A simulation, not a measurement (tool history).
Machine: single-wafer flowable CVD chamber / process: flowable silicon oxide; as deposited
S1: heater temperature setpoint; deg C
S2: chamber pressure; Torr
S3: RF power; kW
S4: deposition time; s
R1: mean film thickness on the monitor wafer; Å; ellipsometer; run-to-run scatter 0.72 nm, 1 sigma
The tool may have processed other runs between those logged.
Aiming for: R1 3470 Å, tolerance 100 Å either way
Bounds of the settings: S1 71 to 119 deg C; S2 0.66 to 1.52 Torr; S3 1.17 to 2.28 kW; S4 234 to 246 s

run 1 hour=0 | S1=95 S2=1.09 S3=1.725 S4=246 | R1=2646
run 2 hour=2 | S1=94 S2=1.09 S3=1.725 S4=246 | R1=2728.9
run 3 hour=10.7 | S1=93 S2=1.09 S3=1.725 S4=246 | R1=2816.2
run 4 hour=13.9 | S1=92 S2=1.09 S3=1.725 S4=246 | R1=2903.2
run 5 hour=15.8 | S1=91 S2=1.09 S3=1.725 S4=246 | R1=2989.4
run 6 hour=19.8 | S1=90 S2=1.09 S3=1.725 S4=246 | R1=3079.8
run 7 hour=21.1 | S1=89 S2=1.09 S3=1.725 S4=246 | R1=3180.7
run 8 hour=29.9 | S1=87 S2=1.09 S3=1.725 S4=246 | R1=3329.5

Which one of the following 5 next-run settings gets every result inside its allowed miss? There is exactly one.
run A hour=38.7 | S1=86 S2=0.94 S3=1.86 S4=245 | R1=?
run B hour=38.7 | S1=85 S2=1.09 S3=1.685 S4=246 | R1=?
run C hour=38.7 | S1=89 S2=1.05 S3=1.975 S4=246 | R1=?
run D hour=38.7 | S1=88 S2=1.06 S3=1.7 S4=246 | R1=?
run E hour=38.7 | S1=80 S2=0.83 S3=1.99 S4=246 | R1=?

move=A R1=3002.2
move=B R1=3481.3
move=C R1=3178.4
move=D R1=3144.5
move=E R1=3159.7
A: lands further from the targets than the last run did
B: hits every target within its allowed miss
C: lands further from the targets than the last run did
D: lands further from the targets than the last run did
E: lands further from the targets than the last run did
Go with B: it meets all targets.
